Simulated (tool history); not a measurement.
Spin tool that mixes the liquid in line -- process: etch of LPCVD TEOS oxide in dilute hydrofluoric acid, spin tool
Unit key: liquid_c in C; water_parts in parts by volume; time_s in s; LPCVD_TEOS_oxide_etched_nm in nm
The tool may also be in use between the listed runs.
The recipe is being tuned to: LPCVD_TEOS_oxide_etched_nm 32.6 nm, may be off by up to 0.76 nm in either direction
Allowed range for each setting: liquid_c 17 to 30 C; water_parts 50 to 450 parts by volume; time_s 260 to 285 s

Run 1, hour 0: liquid_c 22 C, water_parts 250 parts by volume, time_s 260 s. Result: LPCVD_TEOS_oxide_etched_nm 28.474 nm.
Run 2, hour 1.1: liquid_c 18.5 C, water_parts 250 parts by volume, time_s 260 s. Result: LPCVD_TEOS_oxide_etched_nm 25.066 nm.
Run 3, hour 6.7: liquid_c 21 C, water_parts 250 parts by volume, time_s 260 s. Result: LPCVD_TEOS_oxide_etched_nm 27.421 nm.
Run 4, hour 9: liquid_c 22.5 C, water_parts 250 parts by volume, time_s 260 s. Result: LPCVD_TEOS_oxide_etched_nm 29.059 nm.
Run 5, hour 11.1: liquid_c 22.5 C, water_parts 250 parts by volume, time_s 260 s. Result: LPCVD_TEOS_oxide_etched_nm 28.941 nm.
Run 6, hour 13.6: liquid_c 23.5 C, water_parts 250 parts by volume, time_s 260 s. Result: LPCVD_TEOS_oxide_etched_nm 29.978 nm.
Run 7, hour 15: liquid_c 24 C, water_parts 250 parts by volume, time_s 260 s. Result: LPCVD_TEOS_oxide_etched_nm 30.373 nm.
Run 8, hour 19: liquid_c 24.5 C, water_parts 250 parts by volume, time_s 260 s. Result: LPCVD_TEOS_oxide_etched_nm 31.279 nm.
Run 9, hour 24.8: liquid_c 25 C, water_parts 250 parts by volume, time_s 260 s. Result: LPCVD_TEOS_oxide_etched_nm 31.615 nm.

Which of these 5 next moves meets every target?
Run A, hour 30.6: liquid_c 25.5 C, water_parts 260 parts by volume, time_s 260 s. Result: LPCVD_TEOS_oxide_etched_nm ?.
Run B, hour 30.6: liquid_c 24 C, water_parts 250 parts by volume, time_s 260 s. Result: LPCVD_TEOS_oxide_etched_nm ?.
Run C, hour 30.6: liquid_c 25.5 C, water_parts 255 parts by volume, time_s 260 s. Result: LPCVD_TEOS_oxide_etched_nm ?.
Run D, hour 30.6: liquid_c 24.5 C, water_parts 250 parts by volume, time_s 275 s. Result: LPCVD_TEOS_oxide_etched_nm ?.
Run E, hour 30.6: liquid_c 23 C, water_parts 240 parts by volume, time_s 260 s. Result: LPCVD_TEOS_oxide_etched_nm ?.

move  LPCVD_TEOS_oxide_etched_nm
   A                      30.797
   B                      30.737
   C                      31.572
   D                      33.083
   E                      31.234
A: lands further from the targets than the last run did
B: lands further from the targets than the last run did
C: no better and no worse than the last run
D: in spec on every target
E: lands further from the targets than the last run did
So the answer is move D, the one that meets all the targets.

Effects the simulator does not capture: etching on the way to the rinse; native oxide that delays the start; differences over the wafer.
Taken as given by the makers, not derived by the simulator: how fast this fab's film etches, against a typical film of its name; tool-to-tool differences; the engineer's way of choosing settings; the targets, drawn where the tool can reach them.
